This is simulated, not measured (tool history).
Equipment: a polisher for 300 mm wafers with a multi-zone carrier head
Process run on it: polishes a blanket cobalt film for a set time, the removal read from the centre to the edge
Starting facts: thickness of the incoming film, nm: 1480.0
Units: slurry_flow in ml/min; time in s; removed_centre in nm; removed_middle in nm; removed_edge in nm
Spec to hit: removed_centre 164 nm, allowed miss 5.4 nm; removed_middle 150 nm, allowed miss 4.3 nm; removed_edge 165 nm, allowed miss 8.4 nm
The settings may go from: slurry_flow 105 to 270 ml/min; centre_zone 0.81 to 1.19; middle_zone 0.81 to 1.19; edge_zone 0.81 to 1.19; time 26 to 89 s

run  hour  slurry_flow  centre_zone  middle_zone  edge_zone  time  removed_centre  removed_middle  removed_edge
  1     0          175            1            1          1    57          327.07          289.52        284.14
  2   6.1          175            1            1          1    62          345.91          315.34        313.08
  3  10.4          155         0.94         0.96       1.01    52          268.59          253.07         262.6
  4  17.1          150         0.92         0.93       0.98    45          229.68          212.47         224.5
     24.5  -- centre zone pressure recalibrated
  5  24.5          145          0.9          0.9       0.94    41          185.76          187.69        199.15
  6  33.5          130          0.9          0.9       0.94    41          181.64          185.99        198.91
  7  34.1          145         0.94         0.81       0.86    30          142.73          124.95        138.21
  8  42.4          180         0.99         0.91       0.96    29          146.11          139.13        145.33
  9  51.3          175            1         0.92          1    30          151.23          143.03        153.91

Exercise: of the 4 proposed moves below, exactly one satisfies all targets within the stated allowed misses. Which move is it?
  A  60.2          220         1.16         0.93       0.83    30               ?               ?             ?
  B  60.2          185         1.03         0.91       1.07    31               ?               ?             ?
  C  60.2          115         0.84         0.88       1.13    37               ?               ?             ?
  D  60.2          200         1.14         0.95       0.82    31               ?               ?             ?

move  removed_centre  removed_middle  removed_edge
   A          179.31          149.07        142.48
   B             163          148.02        162.26
   C          150.05           159.3        188.16
   D           180.1          154.89        145.14
A: carries the result that was furthest off beyond its target, to the other side
B: all results land within tolerance of their targets
C: its largest miss is bigger than the last run's
D: carries the result that was furthest off beyond its target, to the other side
Answer: B

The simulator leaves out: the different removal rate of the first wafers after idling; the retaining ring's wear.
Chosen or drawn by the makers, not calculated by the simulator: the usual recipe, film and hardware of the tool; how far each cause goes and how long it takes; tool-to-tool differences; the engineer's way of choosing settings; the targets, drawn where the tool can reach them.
